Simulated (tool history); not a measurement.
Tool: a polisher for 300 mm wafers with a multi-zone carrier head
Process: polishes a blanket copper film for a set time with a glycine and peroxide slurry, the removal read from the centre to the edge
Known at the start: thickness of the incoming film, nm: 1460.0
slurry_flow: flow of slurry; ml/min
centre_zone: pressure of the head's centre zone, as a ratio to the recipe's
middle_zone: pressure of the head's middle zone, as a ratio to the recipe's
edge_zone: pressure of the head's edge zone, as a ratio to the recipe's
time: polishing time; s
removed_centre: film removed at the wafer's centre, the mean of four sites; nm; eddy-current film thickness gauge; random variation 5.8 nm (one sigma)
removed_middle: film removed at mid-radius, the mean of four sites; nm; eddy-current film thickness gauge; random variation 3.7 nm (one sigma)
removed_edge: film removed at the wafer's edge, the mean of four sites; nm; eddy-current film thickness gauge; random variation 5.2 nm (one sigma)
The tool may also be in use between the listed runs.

run	hour	slurry_flow	centre_zone	middle_zone	edge_zone	time	removed_centre	removed_middle	removed_edge
1	0	140	1	1	1	77	503.11	509.59	512.99
2	5.8	140	1	1	1	88	558.54	586.97	604.95
3	12.6	140	1	1	0.98	83	532.47	553.11	558.63
4	14.9	140	1	1	0.98	92	580.3	615.79	622.87
5	18.2	140	1	1	0.96	87	551.84	579.6	575.85
6	24.3	140	1	1	0.96	68	431.62	456.52	462.37
7	32.9	140	1.03	1.01	0.95	65	428.43	435.66	447.07
8	40.1	160	1.13	1.11	0.85	45	340.29	331.78	291.46

The next listed run, before its measurement:
9	45.3	165	1.13	1.12	0.87	46	?	?	?

Run 9 gave removed_centre 354.1 nm, removed_middle 345.91 nm, removed_edge 302.29 nm.
